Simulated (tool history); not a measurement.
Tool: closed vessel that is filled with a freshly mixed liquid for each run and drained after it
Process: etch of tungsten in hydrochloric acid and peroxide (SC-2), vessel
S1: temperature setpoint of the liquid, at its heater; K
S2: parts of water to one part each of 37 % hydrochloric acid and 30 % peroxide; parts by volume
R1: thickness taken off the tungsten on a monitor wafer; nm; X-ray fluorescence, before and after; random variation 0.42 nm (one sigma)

Run 1, day 0: S1 326.15 K, S2 5 parts by volume, time in the liquid (s) 30. Result: R1 17.655 nm.
Run 2, day 0.117: S1 330.65 K, S2 5 parts by volume, time in the liquid (s) 30. Result: R1 23.343 nm.
Run 3, day 0.342: S1 332.15 K, S2 5 parts by volume, time in the liquid (s) 30. Result: R1 25.598 nm.
Run 4, day 0.712: S1 337.65 K, S2 5 parts by volume, time in the liquid (s) 30. Result: R1 35.939 nm.
Run 5, day 0.925: S1 331.15 K, S2 5 parts by volume, time in the liquid (s) 30. Result: R1 24.031 nm.
Run 6, day 0.979: S1 328.15 K, S2 5 parts by volume, time in the liquid (s) 30. Result: R1 20.121 nm.
Run 7, day 1.188: S1 330.15 K, S2 5 parts by volume, time in the liquid (s) 30. Result: R1 22.54 nm.

The next listed run, before its measurement:
Run 8, day 1.55: S1 330.15 K, S2 5 parts by volume, time in the liquid (s) 30. Result: R1 ?.

Run 8 gave R1 22.458 nm.
